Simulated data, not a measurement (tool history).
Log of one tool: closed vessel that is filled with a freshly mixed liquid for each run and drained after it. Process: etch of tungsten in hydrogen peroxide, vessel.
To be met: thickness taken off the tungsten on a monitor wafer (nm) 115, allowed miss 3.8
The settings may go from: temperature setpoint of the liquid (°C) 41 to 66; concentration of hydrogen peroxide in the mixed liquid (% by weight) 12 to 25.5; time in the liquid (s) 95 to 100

| run | hour | temperature setpoint of the liquid (°C) | concentration of hydrogen peroxide in the mixed liquid (% by weight) | time in the liquid (s) | thickness taken off the tungsten on a monitor wafer (nm) |
|---|---|---|---|---|---|
| 1 | 0 | 57 | 17.5 | 95 | 137.98 |
| 2 | 8.3 | 60 | 17.5 | 95 | 163.17 |
| 3 | 10.9 | 58.5 | 17.5 | 95 | 151.06 |
| 4 | 18.9 | 61.5 | 17.5 | 95 | 177.83 |
| 5 | 26.6 | 59.5 | 17.5 | 95 | 160.46 |
| 6 | 27.7 | 59.5 | 17.5 | 100 | 166.25 |
| 7 | 36.2 | 58 | 17.5 | 100 | 152.59 |
| 8 | 37.1 | 57 | 17.5 | 100 | 143.75 |
| 9 | 43.8 | 56 | 17.5 | 100 | 136.7 |
| 10 | 50.6 | 55 | 17.5 | 100 | 127.67 |
| 11 | 55.3 | 54.5 | 17.5 | 100 | 125.35 |
| 12 | 56.3 | 54 | 17.5 | 100 | 122.86 |

Which of these 5 next moves meets every target?
| A | 57.3 | 52.5 | 17 | 100 | ? |
| B | 57.3 | 54 | 17.5 | 95 | ? |
| C | 57.3 | 55 | 13.5 | 95 | ? |
| D | 57.3 | 57.5 | 12 | 100 | ? |
| E | 57.3 | 54.5 | 19.5 | 95 | ? |

| move | thickness taken off the tungsten on a monitor wafer (nm) |
|---|---|
| A | 107.89 |
| B | 113.77 |
| C | 106.04 |
| D | 121.91 |
| E | 123.72 |
A: takes the result that was furthest off past its target
B: meets every target
C: takes the result that was furthest off past its target
D: nearer than the last run, and not there yet
E: further off than the last run
The right move is B.

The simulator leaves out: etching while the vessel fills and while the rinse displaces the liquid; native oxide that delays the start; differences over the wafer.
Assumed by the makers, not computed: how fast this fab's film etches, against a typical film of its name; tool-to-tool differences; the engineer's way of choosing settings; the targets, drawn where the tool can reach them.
